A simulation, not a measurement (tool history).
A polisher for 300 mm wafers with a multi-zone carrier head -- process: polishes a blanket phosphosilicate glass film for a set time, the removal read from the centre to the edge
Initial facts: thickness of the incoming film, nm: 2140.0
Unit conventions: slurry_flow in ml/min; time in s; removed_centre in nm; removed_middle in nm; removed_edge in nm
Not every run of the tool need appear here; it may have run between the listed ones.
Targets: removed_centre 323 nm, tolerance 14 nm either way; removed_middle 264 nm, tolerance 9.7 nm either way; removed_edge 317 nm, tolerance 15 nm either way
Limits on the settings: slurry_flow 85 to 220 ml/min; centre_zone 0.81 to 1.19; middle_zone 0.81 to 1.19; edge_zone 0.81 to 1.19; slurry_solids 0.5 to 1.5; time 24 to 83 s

run  hour  slurry_flow  centre_zone  middle_zone  edge_zone  slurry_solids  time  removed_centre  removed_middle  removed_edge
  1     0          140            1            1          1              1    53          465.29          452.03        467.93
  2   2.1          135         1.01         0.96       0.99           0.85    51          400.03          374.18        399.86
  3  10.6          135         1.04         0.96       0.99           0.85    51          405.45          372.67        393.21
  4  19.4          125         1.04         0.92       0.99            0.8    51           391.6          344.84        369.27
  5  22.5          125         1.04         0.92       0.99            0.8    61          465.32          398.26        440.93
  6  31.1          115         1.03         0.89       0.99            0.7    60          402.87          339.31        380.69
  7  33.6          110         1.02         0.87       0.99           0.65    60          359.48          306.15        363.14
  8  35.8          105         1.02         0.86       0.97           0.65    60          357.57          308.31        352.06
  9  40.4          100         1.04         0.81       0.99            0.5    57          255.16          203.43        244.08
 10    43          120         1.03         0.82          1            0.5    57          261.98          211.31        258.75
 11  51.4          125         1.04         0.84       1.02            0.5    57          268.35          216.28        263.41
 12    60          130         1.04         0.86       1.03            0.5    57          271.87          227.45        265.77
 13  65.7          130         1.04         0.85       1.02           0.55    57          307.17          249.68        297.58

5 candidate next runs follow, results not yet known. Just one meets every target within its allowed miss. Identify it.
  A  71.4          115         0.94         0.84          1           0.55    62               ?               ?             ?
  B  71.4          180         0.93         0.84       1.06           0.55    56               ?               ?             ?
  C  71.4          110         1.14         1.03       0.89           0.65    48               ?               ?             ?
  D  71.4          140         0.95         0.86       1.08           0.65    49               ?               ?             ?
  E  71.4          135         1.03         0.83       1.04           0.85    40               ?               ?             ?

move  removed_centre  removed_middle  removed_edge
   A          289.42          262.91        317.01
   B          288.97          261.99        315.96
   C          320.52          284.08        274.23
   D          291.93          265.63        321.45
   E          319.19          260.27        319.26
A: brings the result that was furthest off to its target, and leaves another outside
B: brings the result that was furthest off to its target, and leaves another outside
C: carries the result that was furthest off beyond its target, to the other side
D: brings the result that was furthest off to its target, and leaves another outside
E: all results land within tolerance of their targets
E meets every target.

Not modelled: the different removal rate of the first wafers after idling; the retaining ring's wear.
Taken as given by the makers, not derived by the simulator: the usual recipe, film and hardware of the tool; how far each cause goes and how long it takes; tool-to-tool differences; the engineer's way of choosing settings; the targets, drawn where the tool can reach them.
